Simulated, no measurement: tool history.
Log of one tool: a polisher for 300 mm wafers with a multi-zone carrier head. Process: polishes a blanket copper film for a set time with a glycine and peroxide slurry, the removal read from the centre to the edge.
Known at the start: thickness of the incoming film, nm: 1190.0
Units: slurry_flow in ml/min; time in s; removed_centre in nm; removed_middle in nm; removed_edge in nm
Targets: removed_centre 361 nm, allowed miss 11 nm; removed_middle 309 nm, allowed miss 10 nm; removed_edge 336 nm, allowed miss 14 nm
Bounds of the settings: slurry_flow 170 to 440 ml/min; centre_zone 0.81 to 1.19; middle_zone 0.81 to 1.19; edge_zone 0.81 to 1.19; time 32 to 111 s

Run 1, day 0: slurry_flow 280 ml/min, centre_zone 1, middle_zone 1, edge_zone 1, time 71 s. Result: removed_centre 255.35 nm, removed_middle 258.12 nm, removed_edge 262.18 nm.
Run 2, day 0.254: slurry_flow 280 ml/min, centre_zone 1, middle_zone 1, edge_zone 1, time 61 s. Result: removed_centre 221.08 nm, removed_middle 225.35 nm, removed_edge 224.28 nm.
Run 3, day 0.579: slurry_flow 280 ml/min, centre_zone 1, middle_zone 1, edge_zone 1.05, time 61 s. Result: removed_centre 222.03 nm, removed_middle 223.58 nm, removed_edge 232 nm.
Run 4, day 0.733: slurry_flow 280 ml/min, centre_zone 0.92, middle_zone 1, edge_zone 1.05, time 61 s. Result: removed_centre 206.94 nm, removed_middle 220.21 nm, removed_edge 233.87 nm.
Run 5, day 0.829: slurry_flow 285 ml/min, centre_zone 0.95, middle_zone 1, edge_zone 1.06, time 63 s. Result: removed_centre 218.59 nm, removed_middle 229.32 nm, removed_edge 237.01 nm.
Run 6, day 0.862: slurry_flow 285 ml/min, centre_zone 0.98, middle_zone 1, edge_zone 1.06, time 63 s. Result: removed_centre 223.05 nm, removed_middle 229.45 nm, removed_edge 233.92 nm.
Run 7, day 1.225: slurry_flow 285 ml/min, centre_zone 0.99, middle_zone 0.99, edge_zone 1.06, time 66 s. Result: removed_centre 240.43 nm, removed_middle 237.86 nm, removed_edge 254.65 nm.
Run 8, day 1.358: slurry_flow 330 ml/min, centre_zone 1.09, middle_zone 1.09, edge_zone 1.15, time 80 s. Result: removed_centre 316.51 nm, removed_middle 316.16 nm, removed_edge 320.67 nm.
Run 9, day 1.454: slurry_flow 335 ml/min, centre_zone 1.1, middle_zone 1.08, edge_zone 1.15, time 80 s. Result: removed_centre 325.7 nm, removed_middle 315.85 nm, removed_edge 322.75 nm.
Run 10, day 1.65: slurry_flow 340 ml/min, centre_zone 1.11, middle_zone 1.07, edge_zone 1.15, time 80 s. Result: removed_centre 324.18 nm, removed_middle 314.71 nm, removed_edge 320.9 nm.

4 next moves are on the table. One of them brings every result within its allowed miss. Which?
Run A, day 1.846: slurry_flow 310 ml/min, centre_zone 1.19, middle_zone 1.09, edge_zone 1.04, time 81 s. Result: removed_centre ?, removed_middle ?, removed_edge ?.
Run B, day 1.846: slurry_flow 315 ml/min, centre_zone 1.11, middle_zone 0.92, edge_zone 1.19, time 90 s. Result: removed_centre ?, removed_middle ?, removed_edge ?.
Run C, day 1.846: slurry_flow 380 ml/min, centre_zone 1.06, middle_zone 1.02, edge_zone 1.19, time 87 s. Result: removed_centre ?, removed_middle ?, removed_edge ?.
Run D, day 1.846: slurry_flow 335 ml/min, centre_zone 1.18, middle_zone 0.99, edge_zone 1.13, time 84 s. Result: removed_centre ?, removed_middle ?, removed_edge ?.

move  removed_centre  removed_middle  removed_edge
   A          353.07           324.2        313.19
   B          368.66          312.61        373.88
   C          347.51          334.16        364.75
   D          365.51          311.63        340.62
A: brings the result that was furthest off to its target, and leaves another outside
B: brings the result that was furthest off to its target, and leaves another outside
C: nearer than the last run, and not there yet
D: meets every target
Answer: D
